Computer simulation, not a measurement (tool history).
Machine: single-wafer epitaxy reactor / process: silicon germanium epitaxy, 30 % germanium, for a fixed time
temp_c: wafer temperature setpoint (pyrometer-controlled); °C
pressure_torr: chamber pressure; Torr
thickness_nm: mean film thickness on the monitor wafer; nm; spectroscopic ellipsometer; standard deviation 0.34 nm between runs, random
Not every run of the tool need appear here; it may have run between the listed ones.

Run 1, hour 0.0: temp_c 600 °C, pressure_torr 14.5 Torr. Result: thickness_nm 53.903 nm.
Run 2, hour 7.0: temp_c 596 °C, pressure_torr 14.5 Torr. Result: thickness_nm 50.507 nm.
Run 3, hour 9.1: temp_c 599 °C, pressure_torr 14.6 Torr. Result: thickness_nm 53.056 nm.
Run 4, hour 10.4: temp_c 608 °C, pressure_torr 14.6 Torr. Result: thickness_nm 61.614 nm.
Run 5, hour 14.4: temp_c 609 °C, pressure_torr 14.6 Torr. Result: thickness_nm 62.277 nm.
Run 6, hour 21.1: temp_c 609 °C, pressure_torr 16.5 Torr. Result: thickness_nm 67.255 nm.
Run 7, hour 29.5: temp_c 610 °C, pressure_torr 16.5 Torr. Result: thickness_nm 67.883 nm.

Estimate the outcome of run 8 from the log above:
Run 8, hour 34.2: temp_c 611 °C, pressure_torr 16.5 Torr. Result: thickness_nm ?.

{"run 8": {"thickness_nm": 68.695}}

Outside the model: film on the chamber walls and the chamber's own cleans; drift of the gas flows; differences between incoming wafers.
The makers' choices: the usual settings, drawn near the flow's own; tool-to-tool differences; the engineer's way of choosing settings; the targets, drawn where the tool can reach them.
